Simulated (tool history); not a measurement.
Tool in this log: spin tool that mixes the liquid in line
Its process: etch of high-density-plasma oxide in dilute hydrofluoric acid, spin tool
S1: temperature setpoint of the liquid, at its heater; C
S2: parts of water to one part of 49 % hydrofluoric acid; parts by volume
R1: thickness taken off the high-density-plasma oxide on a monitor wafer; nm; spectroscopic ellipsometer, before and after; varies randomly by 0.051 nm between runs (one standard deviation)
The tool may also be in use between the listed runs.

Run 1, hour 0.0: S1 24.0 C, S2 230 parts by volume, time under the liquid (s) 90. Result: R1 2.0773 nm.
Run 2, hour 1.7: S1 26.5 C, S2 230 parts by volume, time under the liquid (s) 90. Result: R1 2.2138 nm.
Run 3, hour 3.1: S1 26.5 C, S2 230 parts by volume, time under the liquid (s) 90. Result: R1 2.2200 nm.
Run 4, hour 6.9: S1 28.0 C, S2 185 parts by volume, time under the liquid (s) 90. Result: R1 3.0522 nm.
Run 5, hour 13.3: S1 27.0 C, S2 185 parts by volume, time under the liquid (s) 90. Result: R1 3.0242 nm.
Run 6, hour 16.9: S1 27.0 C, S2 185 parts by volume, time under the liquid (s) 65. Result: R1 2.1730 nm.
Run 7, hour 25.2: S1 28.5 C, S2 140 parts by volume, time under the liquid (s) 65. Result: R1 3.1982 nm.
Run 8, hour 27.6: S1 29.5 C, S2 115 parts by volume, time under the liquid (s) 65. Result: R1 4.1069 nm.
Run 9, hour 28.7: S1 30.0 C, S2 105 parts by volume, time under the liquid (s) 65. Result: R1 4.6533 nm.

Run 10 has not been measured yet. What should we expect?
Run 10, hour 37.7: S1 30.5 C, S2 105 parts by volume, time under the liquid (s) 65. Result: R1 ?.

Run 10 gave R1 4.7751 nm.
